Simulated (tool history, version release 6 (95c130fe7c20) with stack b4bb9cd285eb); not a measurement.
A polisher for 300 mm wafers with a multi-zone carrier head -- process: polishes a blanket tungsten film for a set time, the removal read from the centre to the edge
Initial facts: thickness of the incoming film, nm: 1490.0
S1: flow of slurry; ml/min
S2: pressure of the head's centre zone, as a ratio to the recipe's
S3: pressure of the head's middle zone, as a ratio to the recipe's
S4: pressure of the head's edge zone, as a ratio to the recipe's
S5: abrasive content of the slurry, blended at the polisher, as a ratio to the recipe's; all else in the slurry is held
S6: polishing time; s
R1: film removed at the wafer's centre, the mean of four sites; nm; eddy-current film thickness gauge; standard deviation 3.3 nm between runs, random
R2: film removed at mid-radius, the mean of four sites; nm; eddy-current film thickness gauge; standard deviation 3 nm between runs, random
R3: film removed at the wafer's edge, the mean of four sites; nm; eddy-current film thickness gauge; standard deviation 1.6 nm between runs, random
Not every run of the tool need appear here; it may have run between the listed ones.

| run | day | S1 | S2 | S3 | S4 | S5 | S6 | R1 | R2 | R3 |
|---|---|---|---|---|---|---|---|---|---|---|
| 1 | 0 | 140 | 1 | 1 | 1 | 1 | 50 | 297.75 | 301.23 | 305.8 |
| 2 | 0.288 | 140 | 1 | 1 | 0.93 | 1 | 50 | 293.44 | 312.87 | 294.08 |
| 3 | 0.521 | 140 | 1.01 | 0.99 | 0.92 | 0.95 | 49 | 292.83 | 291.11 | 285.43 |
| 4 | 0.738 | 120 | 1.01 | 0.99 | 0.92 | 0.95 | 49 | 283.64 | 291.67 | 280.16 |
| 5 | 0.933 | 120 | 1.04 | 0.99 | 0.92 | 0.95 | 49 | 296.12 | 281.49 | 280.73 |
|  | 1.292 | slurry nozzle cleaned |
| 6 | 1.292 | 120 | 1.04 | 0.95 | 0.92 | 0.95 | 49 | 313.29 | 295.18 | 293.28 |
| 7 | 1.471 | 120 | 1.05 | 0.97 | 0.91 | 0.9 | 48 | 307.37 | 286.53 | 281.15 |

Run 8, settings as shown, results not yet in. Your forecast:
| 8 | 1.725 | 120 | 1.05 | 0.98 | 0.91 | 0.9 | 46 | ? | ? | ? |

R1: 293.83 nm
R2: 277.58 nm
R3: 264.82 nm

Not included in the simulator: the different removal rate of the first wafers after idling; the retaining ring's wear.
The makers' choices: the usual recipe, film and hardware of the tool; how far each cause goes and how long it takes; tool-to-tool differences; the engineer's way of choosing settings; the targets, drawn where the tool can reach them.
